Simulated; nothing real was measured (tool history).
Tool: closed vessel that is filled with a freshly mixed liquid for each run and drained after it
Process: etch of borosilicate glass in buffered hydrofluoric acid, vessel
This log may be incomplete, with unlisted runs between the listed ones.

run	hour	temperature setpoint of the liquid (C)	parts of 40 % ammonium fluoride to one part of 49 % hydrofluoric acid (parts by volume)	time in the liquid (s)	thickness taken off the borosilicate glass on a monitor wafer (Å)
1	0	21	10	95	893.31
2	5.1	19	10	95	794.34
3	10.4	19	10	105	879.36
4	16	20	10	105	931.61
5	21.9	20	10	105	930.1
6	25.6	22.5	10	105	1071.2

The next listed run, before its measurement:
7	29.3	20.5	12	105	?

thickness taken off the borosilicate glass on a monitor wafer (Å): 801.68
